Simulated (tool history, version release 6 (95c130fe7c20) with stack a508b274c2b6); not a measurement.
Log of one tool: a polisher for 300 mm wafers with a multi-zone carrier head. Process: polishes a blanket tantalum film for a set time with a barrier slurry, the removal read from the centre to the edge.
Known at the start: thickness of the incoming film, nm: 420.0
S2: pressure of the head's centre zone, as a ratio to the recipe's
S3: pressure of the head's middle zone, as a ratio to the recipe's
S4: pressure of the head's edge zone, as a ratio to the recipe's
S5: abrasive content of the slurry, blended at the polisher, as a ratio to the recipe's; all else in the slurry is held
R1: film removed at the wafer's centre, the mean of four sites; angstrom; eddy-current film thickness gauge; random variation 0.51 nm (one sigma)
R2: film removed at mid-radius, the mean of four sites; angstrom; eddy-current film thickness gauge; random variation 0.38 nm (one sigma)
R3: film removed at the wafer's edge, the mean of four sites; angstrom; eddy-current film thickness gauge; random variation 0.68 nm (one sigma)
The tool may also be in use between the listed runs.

{"run": 1, "day": 0.0, "flow of slurry (ml/min)": 145, "S2": 1.0, "S3": 1.0, "S4": 1.0, "S5": 1.0, "polishing time (s)": 56, "R1": 789.03, "R2": 744.15, "R3": 784.85}
{"run": 2, "day": 0.021, "flow of slurry (ml/min)": 140, "S2": 0.97, "S3": 0.98, "S4": 0.98, "S5": 0.9, "polishing time (s)": 54, "R1": 703.93, "R2": 698.85, "R3": 742.77}
{"run": 3, "day": 0.329, "flow of slurry (ml/min)": 140, "S2": 0.97, "S3": 0.98, "S4": 1.02, "S5": 0.9, "polishing time (s)": 54, "R1": 714.21, "R2": 686.23, "R3": 769.64}
{"run": 4, "day": 0.388, "flow of slurry (ml/min)": 140, "S2": 0.97, "S3": 0.98, "S4": 0.98, "S5": 0.9, "polishing time (s)": 54, "R1": 712.08, "R2": 699.23, "R3": 748.95}
{"run": 5, "day": 0.429, "flow of slurry (ml/min)": 135, "S2": 0.97, "S3": 0.97, "S4": 0.96, "S5": 0.8, "polishing time (s)": 51, "R1": 660.19, "R2": 627.91, "R3": 677.4}
{"run": 6, "day": 0.529, "flow of slurry (ml/min)": 135, "S2": 0.97, "S3": 0.97, "S4": 1.03, "S5": 0.8, "polishing time (s)": 51, "R1": 656.76, "R2": 635.1, "R3": 682.29}
{"run": 7, "day": 0.658, "flow of slurry (ml/min)": 130, "S2": 0.96, "S3": 0.96, "S4": 1.03, "S5": 0.75, "polishing time (s)": 49, "R1": 600.42, "R2": 580.12, "R3": 644.4}
{"run": 8, "day": 0.792, "flow of slurry (ml/min)": 125, "S2": 0.95, "S3": 0.96, "S4": 1.02, "S5": 0.7, "polishing time (s)": 48, "R1": 571.01, "R2": 557.35, "R3": 621.29}
{"run": 9, "day": 1.021, "flow of slurry (ml/min)": 120, "S2": 0.94, "S3": 0.96, "S4": 1.01, "S5": 0.65, "polishing time (s)": 47, "R1": 546.12, "R2": 537.03, "R3": 582.52}
{"run": 10, "day": 1.367, "flow of slurry (ml/min)": 115, "S2": 0.93, "S3": 0.96, "S4": 1.0, "S5": 0.6, "polishing time (s)": 47, "R1": 527.01, "R2": 515.8, "R3": 561.7}
{"run": 11, "day": 1.704, "flow of slurry (ml/min)": 110, "S2": 0.92, "S3": 0.96, "S4": 1.0, "S5": 0.6, "polishing time (s)": 47, "R1": 514.37, "R2": 514.56, "R3": 571.91}
{"run": 12, "day": 1.729, "flow of slurry (ml/min)": 110, "S2": 0.92, "S3": 0.96, "S4": 0.99, "S5": 0.6, "polishing time (s)": 47, "R1": 512.24, "R2": 516.29, "R3": 568.15}

Forecast run 13:
{"run": 13, "day": 1.858, "flow of slurry (ml/min)": 110, "S2": 0.92, "S3": 0.96, "S4": 0.98, "S5": 0.6, "polishing time (s)": 47, "R1": "?", "R2": "?", "R3": "?"}

{"run 13": {"R1": 507.37, "R2": 511.64, "R3": 569.1}}

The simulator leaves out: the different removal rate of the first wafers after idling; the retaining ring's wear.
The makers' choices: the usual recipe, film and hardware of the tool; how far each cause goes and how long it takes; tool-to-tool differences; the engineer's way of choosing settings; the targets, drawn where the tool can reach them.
